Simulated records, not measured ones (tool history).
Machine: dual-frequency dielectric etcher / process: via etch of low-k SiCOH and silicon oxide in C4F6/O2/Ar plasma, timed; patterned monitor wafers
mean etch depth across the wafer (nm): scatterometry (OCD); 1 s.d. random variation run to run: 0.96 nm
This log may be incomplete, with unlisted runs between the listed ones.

run,hour,source power (kW),bias power (kW),etch time (s),mean etch depth across the wafer (nm)
1,0.0,0.300,0.246,76,201.89
2,7.1,0.300,0.265,76,210.17
3,10.2,0.340,0.265,76,217.39
4,16.9,0.340,0.246,76,212.60
5,23.8,0.320,0.240,76,206.38
6,28.4,0.300,0.234,76,199.36
7,33.3,0.290,0.230,76,196.53

For run 8, what comes out?
8,36.5,0.280,0.226,76,?

mean etch depth across the wafer (nm): 193.28
